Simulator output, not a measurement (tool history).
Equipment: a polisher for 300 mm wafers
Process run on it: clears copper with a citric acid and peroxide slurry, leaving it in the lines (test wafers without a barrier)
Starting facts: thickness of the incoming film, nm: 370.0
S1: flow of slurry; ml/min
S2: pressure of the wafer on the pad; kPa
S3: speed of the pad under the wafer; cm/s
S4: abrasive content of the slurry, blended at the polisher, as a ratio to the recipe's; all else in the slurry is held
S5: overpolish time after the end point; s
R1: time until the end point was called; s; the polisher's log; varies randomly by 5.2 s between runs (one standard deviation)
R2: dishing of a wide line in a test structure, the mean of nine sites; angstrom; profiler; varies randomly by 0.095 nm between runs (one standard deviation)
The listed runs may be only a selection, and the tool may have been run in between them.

Run 1, hour 0.0: S1 240 ml/min, S2 20.7 kPa, S3 100 cm/s, S4 1.00, S5 11 s. Result: R1 193.13 s, R2 155.900 angstrom.
Run 2, hour 4.4: S1 240 ml/min, S2 19.3 kPa, S3 98 cm/s, S4 1.00, S5 10 s. Result: R1 209.32 s, R2 133.550 angstrom.
Run 3, hour 12.0: S1 240 ml/min, S2 19.3 kPa, S3 112 cm/s, S4 1.00, S5 10 s. Result: R1 185.21 s, R2 142.950 angstrom.
Run 4, hour 15.0: S1 260 ml/min, S2 19.3 kPa, S3 112 cm/s, S4 1.00, S5 10 s. Result: R1 184.77 s, R2 150.830 angstrom.
Run 5, hour 17.0: S1 240 ml/min, S2 17.9 kPa, S3 112 cm/s, S4 0.95, S5 9 s. Result: R1 213.05 s, R2 117.280 angstrom.
Run 6, hour 23.4: S1 275 ml/min, S2 17.9 kPa, S3 112 cm/s, S4 0.95, S5 9 s. Result: R1 200.08 s, R2 124.830 angstrom.
Run 7, hour 26.7: S1 205 ml/min, S2 12.4 kPa, S3 110 cm/s, S4 0.95, S5 3 s. Result: R1 304.97 s, R2 28.174 angstrom.
Run 8, hour 33.7: S1 220 ml/min, S2 12.4 kPa, S3 110 cm/s, S4 0.95, S5 3 s. Result: R1 288.74 s, R2 28.674 angstrom.
Run 9, hour 39.6: S1 230 ml/min, S2 12.4 kPa, S3 110 cm/s, S4 0.95, S5 3 s. Result: R1 312.23 s, R2 27.908 angstrom.
Run 10, hour 46.9: S1 235 ml/min, S2 13.1 kPa, S3 110 cm/s, S4 0.95, S5 3 s. Result: R1 273.20 s, R2 30.537 angstrom.
Run 11, hour 51.5: S1 225 ml/min, S2 13.1 kPa, S3 112 cm/s, S4 0.95, S5 7 s. Result: R1 279.27 s, R2 69.600 angstrom.
Run 12, hour 52.8: S1 230 ml/min, S2 13.1 kPa, S3 108 cm/s, S4 1.00, S5 7 s. Result: R1 281.37 s, R2 69.633 angstrom.
Run 13, hour 58.6: S1 230 ml/min, S2 13.8 kPa, S3 106 cm/s, S4 0.95, S5 7 s. Result: R1 276.19 s, R2 71.113 angstrom.
Run 14, hour 67.1: S1 225 ml/min, S2 13.8 kPa, S3 104 cm/s, S4 1.00, S5 7 s. Result: R1 274.77 s, R2 72.462 angstrom.
Run 15, hour 72.5: S1 225 ml/min, S2 14.5 kPa, S3 102 cm/s, S4 0.95, S5 7 s. Result: R1 280.92 s, R2 70.468 angstrom.
Run 16, hour 77.8: S1 225 ml/min, S2 14.5 kPa, S3 102 cm/s, S4 1.00, S5 7 s. Result: R1 274.30 s, R2 72.192 angstrom.

What will run 17 give?
Run 17, hour 79.9: S1 225 ml/min, S2 15.2 kPa, S3 102 cm/s, S4 0.95, S5 7 s. Result: R1 ?, R2 ?.

For run 17 the tool returned R1 266.51 s, R2 72.399 angstrom.

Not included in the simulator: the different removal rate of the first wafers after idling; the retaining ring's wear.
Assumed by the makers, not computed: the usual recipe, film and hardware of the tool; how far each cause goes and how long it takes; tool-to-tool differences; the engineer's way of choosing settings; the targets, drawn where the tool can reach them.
